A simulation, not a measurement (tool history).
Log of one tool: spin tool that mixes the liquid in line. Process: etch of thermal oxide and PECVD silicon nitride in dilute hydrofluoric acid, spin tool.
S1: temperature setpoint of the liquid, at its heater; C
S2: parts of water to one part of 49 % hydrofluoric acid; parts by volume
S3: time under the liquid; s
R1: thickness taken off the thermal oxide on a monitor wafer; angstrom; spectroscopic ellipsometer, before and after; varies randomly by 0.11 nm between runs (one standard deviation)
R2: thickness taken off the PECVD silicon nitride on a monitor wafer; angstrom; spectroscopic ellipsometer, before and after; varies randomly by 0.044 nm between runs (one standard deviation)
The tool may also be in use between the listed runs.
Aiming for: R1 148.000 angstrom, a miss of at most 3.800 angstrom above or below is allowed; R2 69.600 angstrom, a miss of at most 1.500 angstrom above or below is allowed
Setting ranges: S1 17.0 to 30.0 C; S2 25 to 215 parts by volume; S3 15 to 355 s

{"run": 1, "hour": 0.0, "S1": 22.0, "S2": 120, "S3": 180, "R1": 65.207, "R2": 26.566}
{"run": 2, "hour": 6.6, "S1": 23.0, "S2": 115, "S3": 180, "R1": 71.444, "R2": 29.712}
{"run": 3, "hour": 9.5, "S1": 25.0, "S2": 115, "S3": 180, "R1": 76.804, "R2": 33.731}
{"run": 4, "hour": 17.5, "S1": 22.0, "S2": 115, "S3": 180, "R1": 69.11, "R2": 27.705}
{"run": 5, "hour": 20.5, "S1": 22.0, "S2": 100, "S3": 180, "R1": 80.875, "R2": 31.603}
{"run": 6, "hour": 27.1, "S1": 22.0, "S2": 85, "S3": 180, "R1": 96.367, "R2": 37.125}
{"run": 7, "hour": 29.1, "S1": 23.0, "S2": 85, "S3": 180, "R1": 100.12, "R2": 39.958}
{"run": 8, "hour": 30.2, "S1": 23.5, "S2": 85, "S3": 180, "R1": 102.18, "R2": 41.025}
{"run": 9, "hour": 37.7, "S1": 24.0, "S2": 85, "S3": 180, "R1": 106.19, "R2": 42.546}
{"run": 10, "hour": 41.5, "S1": 24.5, "S2": 85, "S3": 180, "R1": 105.23, "R2": 43.986}
{"hour": 48.2, "done": "thermometer replaced"}
{"run": 11, "hour": 48.2, "S1": 25.0, "S2": 85, "S3": 180, "R1": 116.08, "R2": 50.797}
{"run": 12, "hour": 50.9, "S1": 26.0, "S2": 80, "S3": 180, "R1": 130.48, "R2": 57.368}
{"run": 13, "hour": 56.8, "S1": 27.0, "S2": 80, "S3": 180, "R1": 134.47, "R2": 61.893}
{"run": 14, "hour": 58.9, "S1": 27.5, "S2": 75, "S3": 180, "R1": 147.62, "R2": 67.473}

Exactly one of the 4 candidate moves below puts every result within its allowed miss. Which one?
{"run": "A", "hour": 61.0, "S1": 25.5, "S2": 65, "S3": 175, "R1": "?", "R2": "?"}
{"run": "B", "hour": 61.0, "S1": 25.5, "S2": 70, "S3": 190, "R1": "?", "R2": "?"}
{"run": "C", "hour": 61.0, "S1": 26.0, "S2": 65, "S3": 160, "R1": "?", "R2": "?"}
{"run": "D", "hour": 61.0, "S1": 27.5, "S2": 90, "S3": 220, "R1": "?", "R2": "?"}

move=A R1=155.530 R2=66.845
move=B R1=155.750 R2=67.458
move=C R1=145.080 R2=63.168
move=D R1=147.720 R2=69.365
A: misses by more than the last run did
B: misses by more than the last run did
C: misses by more than the last run did
D: in spec on every target
D is the move that brings every result within its allowed miss.
